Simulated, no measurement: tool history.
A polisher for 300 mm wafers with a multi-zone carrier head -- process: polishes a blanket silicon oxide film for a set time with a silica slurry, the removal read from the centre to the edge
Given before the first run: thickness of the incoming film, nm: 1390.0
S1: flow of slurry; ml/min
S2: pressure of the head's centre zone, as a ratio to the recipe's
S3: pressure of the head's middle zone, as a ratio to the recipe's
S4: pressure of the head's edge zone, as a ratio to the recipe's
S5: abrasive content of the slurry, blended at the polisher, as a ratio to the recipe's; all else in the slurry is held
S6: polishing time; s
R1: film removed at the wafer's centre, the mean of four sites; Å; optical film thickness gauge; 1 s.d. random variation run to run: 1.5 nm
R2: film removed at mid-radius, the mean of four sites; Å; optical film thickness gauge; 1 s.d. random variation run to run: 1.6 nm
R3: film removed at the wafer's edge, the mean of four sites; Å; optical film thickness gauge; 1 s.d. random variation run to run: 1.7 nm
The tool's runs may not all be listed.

{"run": 1, "hour": 0.0, "S1": 290, "S2": 1, "S3": 1, "S4": 1, "S5": 1, "S6": 62, "R1": 1913.4, "R2": 1939, "R3": 1806.3}
{"run": 2, "hour": 0.9, "S1": 290, "S2": 1, "S3": 1, "S4": 1.06, "S5": 1, "S6": 62, "R1": 1929, "R2": 1971.4, "R3": 1868.2}
{"run": 3, "hour": 8.1, "S1": 290, "S2": 1, "S3": 1, "S4": 0.99, "S5": 1, "S6": 62, "R1": 1937.2, "R2": 1963.7, "R3": 1813.8}
{"run": 4, "hour": 14.5, "S1": 290, "S2": 0.99, "S3": 0.99, "S4": 0.98, "S5": 0.95, "S6": 61, "R1": 1838.5, "R2": 1903.6, "R3": 1765.4}
{"run": 5, "hour": 18.0, "S1": 220, "S2": 0.99, "S3": 0.99, "S4": 0.98, "S5": 0.95, "S6": 61, "R1": 1815.5, "R2": 1842.3, "R3": 1722.9}
{"run": 6, "hour": 20.7, "S1": 220, "S2": 0.99, "S3": 0.99, "S4": 0.98, "S5": 0.95, "S6": 56, "R1": 1625.4, "R2": 1691.9, "R3": 1574.7}

Run 7 comes next. What will it give?
{"run": 7, "hour": 23.3, "S1": 220, "S2": 0.99, "S3": 0.98, "S4": 0.98, "S5": 0.9, "S6": 55, "R1": "?", "R2": "?", "R3": "?"}

Logged for run 7: R1 1582.7 Å, R2 1626.3 Å, R3 1564.6 Å.
